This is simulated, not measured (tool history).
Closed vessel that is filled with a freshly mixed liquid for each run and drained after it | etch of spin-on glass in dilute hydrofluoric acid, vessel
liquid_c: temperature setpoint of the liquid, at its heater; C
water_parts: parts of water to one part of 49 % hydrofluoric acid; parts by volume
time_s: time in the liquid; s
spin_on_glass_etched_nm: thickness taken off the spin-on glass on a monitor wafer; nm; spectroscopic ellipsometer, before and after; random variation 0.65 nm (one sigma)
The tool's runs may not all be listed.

Run 1, hour 0.0: liquid_c 23.0 C, water_parts 90 parts by volume, time_s 90 s. Result: spin_on_glass_etched_nm 39.485 nm.
Run 2, hour 1.7: liquid_c 25.0 C, water_parts 75 parts by volume, time_s 90 s. Result: spin_on_glass_etched_nm 51.035 nm.
Run 3, hour 3.8: liquid_c 23.5 C, water_parts 75 parts by volume, time_s 90 s. Result: spin_on_glass_etched_nm 48.863 nm.
Run 4, hour 9.5: liquid_c 23.5 C, water_parts 95 parts by volume, time_s 90 s. Result: spin_on_glass_etched_nm 37.110 nm.
Run 5, hour 16.0: liquid_c 23.5 C, water_parts 95 parts by volume, time_s 95 s. Result: spin_on_glass_etched_nm 39.354 nm.
Run 6, hour 23.1: liquid_c 23.5 C, water_parts 70 parts by volume, time_s 95 s. Result: spin_on_glass_etched_nm 55.155 nm.

Run 7 comes next. What will it give?
Run 7, hour 28.7: liquid_c 23.5 C, water_parts 70 parts by volume, time_s 95 s. Result: spin_on_glass_etched_nm ?.

spin_on_glass_etched_nm: 55.357 nm
